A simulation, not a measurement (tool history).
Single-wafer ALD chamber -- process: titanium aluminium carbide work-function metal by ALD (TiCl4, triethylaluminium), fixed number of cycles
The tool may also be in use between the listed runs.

run,day,heater temperature setpoint (°C),triethylaluminium pulse time (s),mean film thickness on the monitor wafer (nm)
1,0,280,12.69,1.7918
2,0.133,278,12.44,1.7678
3,0.408,277,12.28,1.764
4,0.725,287,12.28,1.854
5,1.088,287,14.18,1.8702
6,1.196,287,17.76,1.9184
7,1.429,282,17.14,1.8545
8,1.742,279,16.77,1.8426
9,2.058,276,16.24,1.7981
10,2.417,274,15.97,1.7924

Run 11 has not been measured yet. What should we expect?
11,2.546,272,15.62,?

{"run 11": {"mean film thickness on the monitor wafer (nm)": 1.7668}}
